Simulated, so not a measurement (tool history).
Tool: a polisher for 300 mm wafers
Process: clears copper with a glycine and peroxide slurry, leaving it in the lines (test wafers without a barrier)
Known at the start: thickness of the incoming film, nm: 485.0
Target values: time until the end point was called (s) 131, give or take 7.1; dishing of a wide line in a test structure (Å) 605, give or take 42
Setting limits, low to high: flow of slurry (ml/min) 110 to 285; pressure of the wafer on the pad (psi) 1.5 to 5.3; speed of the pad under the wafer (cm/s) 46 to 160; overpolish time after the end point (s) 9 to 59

run	hour	flow of slurry (ml/min)	pressure of the wafer on the pad (psi)	speed of the pad under the wafer (cm/s)	overpolish time after the end point (s)	time until the end point was called (s)	dishing of a wide line in a test structure (Å)
1	0	180	3.4	102	30	62.545	994.9
2	8.2	180	3.4	80	30	78.272	937.3
3	17.1	180	3.2	80	29	82.49	879.57
4	21.8	180	3.2	80	34	81.669	970.28
5	23.9	225	3.2	80	34	78.647	950.76
6	31.9	225	3	78	33	84.682	957.28
7	40	220	2	68	19	128.83	466.83
8	42.8	220	2	68	20	126.82	467.55
9	43.5	220	2	66	21	133.34	479.58
10	49.3	220	2	66	22	132.3	505.73
11	57.8	220	2	66	23	130.24	532.13
12	60.1	220	2	66	24	130.11	523.93
13	63.9	220	2	66	25	132.9	538.21
14	66.9	220	2.1	64	31	130.12	648.45

Which single option among these 4 for the next run brings every result within its allowed miss of target? Just one does.
A	69.9	210	2	68	35	?	?
B	69.9	160	2	74	36	?	?
C	69.9	215	2.1	60	35	?	?
D	69.9	195	1.8	76	29	?	?

move	time until the end point was called (s)	dishing of a wide line in a test structure (Å)
A	133.66	711.11
B	131.57	728.23
C	140.31	695.87
D	134.63	611.22
A: further off than the last run
B: further off than the last run
C: further off than the last run
D: each result inside its tolerance
Answer: D
